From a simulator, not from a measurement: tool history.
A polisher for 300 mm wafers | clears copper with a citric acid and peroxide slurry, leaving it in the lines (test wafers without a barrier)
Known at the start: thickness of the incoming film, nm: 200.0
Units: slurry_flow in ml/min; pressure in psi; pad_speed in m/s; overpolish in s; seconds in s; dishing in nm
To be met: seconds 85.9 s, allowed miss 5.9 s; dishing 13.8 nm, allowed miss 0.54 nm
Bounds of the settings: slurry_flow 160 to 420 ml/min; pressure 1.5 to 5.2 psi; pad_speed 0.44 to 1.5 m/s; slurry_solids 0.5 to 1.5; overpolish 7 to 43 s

{"run": 1, "day": 0.0, "slurry_flow": 270, "pressure": 3.3, "pad_speed": 0.96, "slurry_solids": 1, "overpolish": 22, "seconds": 77.362, "dishing": 42.746}
{"run": 2, "day": 0.308, "slurry_flow": 270, "pressure": 2.9, "pad_speed": 0.96, "slurry_solids": 1, "overpolish": 22, "seconds": 84.577, "dishing": 38.899}
{"run": 3, "day": 0.529, "slurry_flow": 270, "pressure": 2.9, "pad_speed": 0.96, "slurry_solids": 1.2, "overpolish": 22, "seconds": 84.634, "dishing": 39.869}
{"run": 4, "day": 0.779, "slurry_flow": 270, "pressure": 2.7, "pad_speed": 0.94, "slurry_solids": 1, "overpolish": 17, "seconds": 97.881, "dishing": 28.82}
{"run": 5, "day": 1.004, "slurry_flow": 270, "pressure": 2.7, "pad_speed": 0.94, "slurry_solids": 1, "overpolish": 23, "seconds": 94.571, "dishing": 37.428}
{"run": 6, "day": 1.033, "slurry_flow": 235, "pressure": 2.8, "pad_speed": 0.88, "slurry_solids": 0.85, "overpolish": 18, "seconds": 99.812, "dishing": 28.371}
{"run": 7, "day": 1.404, "slurry_flow": 210, "pressure": 2.9, "pad_speed": 0.82, "slurry_solids": 0.75, "overpolish": 15, "seconds": 111.68, "dishing": 22.714}
{"run": 8, "day": 1.742, "slurry_flow": 160, "pressure": 2.7, "pad_speed": 0.98, "slurry_solids": 0.5, "overpolish": 7, "seconds": 124.08, "dishing": 9.4951}
{"day": 1.767, "done": "slurry nozzle cleaned"}
{"run": 9, "day": 1.767, "slurry_flow": 200, "pressure": 2.8, "pad_speed": 1.04, "slurry_solids": 0.5, "overpolish": 7, "seconds": 108.19, "dishing": 11.236}
{"run": 10, "day": 1.971, "slurry_flow": 200, "pressure": 2.8, "pad_speed": 1.04, "slurry_solids": 0.5, "overpolish": 7, "seconds": 105.93, "dishing": 11.154}
{"run": 11, "day": 2.221, "slurry_flow": 225, "pressure": 2.8, "pad_speed": 1.06, "slurry_solids": 0.5, "overpolish": 7, "seconds": 101.97, "dishing": 11.474}
{"run": 12, "day": 2.433, "slurry_flow": 255, "pressure": 2.8, "pad_speed": 1.06, "slurry_solids": 0.5, "overpolish": 7, "seconds": 101.99, "dishing": 11.816}
{"run": 13, "day": 2.717, "slurry_flow": 275, "pressure": 2.9, "pad_speed": 1.08, "slurry_solids": 0.5, "overpolish": 7, "seconds": 91.419, "dishing": 12.34}
{"run": 14, "day": 3.004, "slurry_flow": 285, "pressure": 2.9, "pad_speed": 1.06, "slurry_solids": 0.5, "overpolish": 7, "seconds": 96.095, "dishing": 12.282}

5 next moves are on the table. One of them brings every result within its allowed miss. Which?
{"run": "A", "day": 3.292, "slurry_flow": 300, "pressure": 2.6, "pad_speed": 1.04, "slurry_solids": 0.5, "overpolish": 7, "seconds": "?", "dishing": "?"}
{"run": "B", "day": 3.292, "slurry_flow": 280, "pressure": 2.6, "pad_speed": 1.24, "slurry_solids": 0.7, "overpolish": 7, "seconds": "?", "dishing": "?"}
{"run": "C", "day": 3.292, "slurry_flow": 285, "pressure": 2.5, "pad_speed": 0.96, "slurry_solids": 0.5, "overpolish": 7, "seconds": "?", "dishing": "?"}
{"run": "D", "day": 3.292, "slurry_flow": 290, "pressure": 3.2, "pad_speed": 0.86, "slurry_solids": 0.5, "overpolish": 9, "seconds": "?", "dishing": "?"}
{"run": "E", "day": 3.292, "slurry_flow": 295, "pressure": 2.2, "pad_speed": 0.86, "slurry_solids": 0.7, "overpolish": 11, "seconds": "?", "dishing": "?"}

move=A seconds=103.48 dishing=11.144
move=B seconds=82.303 dishing=13.884
move=C seconds=113.39 dishing=10.199
move=D seconds=101.2 dishing=14.527
move=E seconds=120.39 dishing=14.839
A: further off than the last run
B: meets every target
C: further off than the last run
D: takes the result that was furthest off past its target
E: takes the result that was furthest off past its target
Move B is the one to make.

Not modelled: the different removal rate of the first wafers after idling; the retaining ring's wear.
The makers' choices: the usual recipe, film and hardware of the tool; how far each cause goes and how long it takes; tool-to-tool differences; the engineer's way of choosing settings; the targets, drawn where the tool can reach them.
